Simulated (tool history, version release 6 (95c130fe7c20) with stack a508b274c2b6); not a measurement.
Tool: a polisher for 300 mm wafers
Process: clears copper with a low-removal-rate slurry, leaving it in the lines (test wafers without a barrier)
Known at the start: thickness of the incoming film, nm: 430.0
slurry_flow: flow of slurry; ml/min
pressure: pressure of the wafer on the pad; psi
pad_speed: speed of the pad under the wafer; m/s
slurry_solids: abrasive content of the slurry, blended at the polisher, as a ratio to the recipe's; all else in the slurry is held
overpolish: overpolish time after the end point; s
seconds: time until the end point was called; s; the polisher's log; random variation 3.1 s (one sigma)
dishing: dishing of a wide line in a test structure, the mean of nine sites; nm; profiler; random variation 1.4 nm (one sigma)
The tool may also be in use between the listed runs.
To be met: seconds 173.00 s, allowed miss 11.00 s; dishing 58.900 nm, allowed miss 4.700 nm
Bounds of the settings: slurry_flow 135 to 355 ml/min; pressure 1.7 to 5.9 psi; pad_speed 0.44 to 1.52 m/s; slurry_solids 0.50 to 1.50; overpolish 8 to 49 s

run    day  slurry_flow  pressure  pad_speed  slurry_solids  overpolish  seconds  dishing
  1  0.000          225       3.8       0.98           1.00          25   114.73   62.300
  2  0.104          225       4.2       0.98           1.00          25   110.54   64.356
  3  0.212          270       4.2       0.98           1.00          25   105.46   67.149
  4  0.396          305       4.2       0.98           1.00          25   104.85   68.129
  5  0.654          305       4.2       0.98           1.15          25   100.36   68.697
  6  0.867          305       4.2       0.98           1.15          15   100.60   46.323
  7  1.150          305       4.0       0.98           1.15          17   103.81   50.537
     1.392  -- worn pad replaced by a new one
  8  1.392          305       3.7       0.98           1.15          19   107.02   54.988
  9  1.704          300       2.7       0.80           1.15          31   174.87   53.692

Which of these 5 next moves meets every target?
  A  2.017          290       2.5       0.94           1.20          25        ?        ?
  B  2.017          255       3.0       0.74           1.10          28        ?        ?
  C  2.017          320       3.0       0.78           1.20          25        ?        ?
  D  2.017          310       2.4       0.84           1.20          31        ?        ?
  E  2.017          290       2.9       0.78           1.15          33        ?        ?

move  seconds  dishing
   A   161.42   48.838
   B   175.36   50.619
   C   160.82   49.499
   D   185.95   51.749
   E   168.78   59.588
A: further off than the last run
B: further off than the last run
C: further off than the last run
D: further off than the last run
E: meets every target
The right move is E.
